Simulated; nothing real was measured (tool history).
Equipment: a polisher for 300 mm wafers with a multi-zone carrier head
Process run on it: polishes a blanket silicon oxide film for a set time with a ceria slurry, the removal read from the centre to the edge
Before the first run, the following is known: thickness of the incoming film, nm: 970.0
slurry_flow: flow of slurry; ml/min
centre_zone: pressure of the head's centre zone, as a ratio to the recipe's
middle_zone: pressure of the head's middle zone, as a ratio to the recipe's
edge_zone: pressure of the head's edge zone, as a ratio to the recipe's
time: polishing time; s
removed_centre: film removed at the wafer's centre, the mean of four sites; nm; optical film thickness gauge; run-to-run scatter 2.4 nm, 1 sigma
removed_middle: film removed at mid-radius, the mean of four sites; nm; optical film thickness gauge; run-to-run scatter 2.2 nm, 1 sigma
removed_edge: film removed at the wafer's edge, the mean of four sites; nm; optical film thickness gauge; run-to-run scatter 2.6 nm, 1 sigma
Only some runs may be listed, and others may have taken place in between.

Run 1, day 0.000: slurry_flow 315 ml/min, centre_zone 1.00, middle_zone 1.00, edge_zone 1.00, time 70 s. Result: removed_centre 315.49 nm, removed_middle 310.41 nm, removed_edge 306.73 nm.
Run 2, day 0.167: slurry_flow 315 ml/min, centre_zone 1.00, middle_zone 1.00, edge_zone 1.05, time 70 s. Result: removed_centre 316.93 nm, removed_middle 310.96 nm, removed_edge 308.33 nm.
Run 3, day 0.367: slurry_flow 315 ml/min, centre_zone 1.00, middle_zone 1.00, edge_zone 1.13, time 70 s. Result: removed_centre 313.07 nm, removed_middle 312.83 nm, removed_edge 325.93 nm.
Run 4, day 0.496: slurry_flow 315 ml/min, centre_zone 1.08, middle_zone 1.00, edge_zone 1.13, time 70 s. Result: removed_centre 343.27 nm, removed_middle 308.46 nm, removed_edge 323.49 nm.
Run 5, day 0.558: slurry_flow 315 ml/min, centre_zone 1.08, middle_zone 1.00, edge_zone 1.18, time 70 s. Result: removed_centre 335.36 nm, removed_middle 312.55 nm, removed_edge 329.21 nm.
Run 6, day 0.900: slurry_flow 310 ml/min, centre_zone 1.04, middle_zone 1.02, edge_zone 1.18, time 70 s. Result: removed_centre 323.74 nm, removed_middle 317.42 nm, removed_edge 328.09 nm.
Run 7, day 1.021: slurry_flow 310 ml/min, centre_zone 1.00, middle_zone 1.04, edge_zone 1.18, time 70 s. Result: removed_centre 310.42 nm, removed_middle 323.38 nm, removed_edge 334.80 nm.
Run 8, day 1.350: slurry_flow 310 ml/min, centre_zone 0.97, middle_zone 1.06, edge_zone 1.16, time 70 s. Result: removed_centre 301.18 nm, removed_middle 329.63 nm, removed_edge 327.69 nm.

Run 9, settings as shown, results not yet in. Your forecast:
Run 9, day 1.633: slurry_flow 310 ml/min, centre_zone 0.95, middle_zone 1.07, edge_zone 1.16, time 70 s. Result: removed_centre ?, removed_middle ?, removed_edge ?.

For run 9 the tool returned removed_centre 299.30 nm, removed_middle 333.81 nm, removed_edge 326.28 nm.

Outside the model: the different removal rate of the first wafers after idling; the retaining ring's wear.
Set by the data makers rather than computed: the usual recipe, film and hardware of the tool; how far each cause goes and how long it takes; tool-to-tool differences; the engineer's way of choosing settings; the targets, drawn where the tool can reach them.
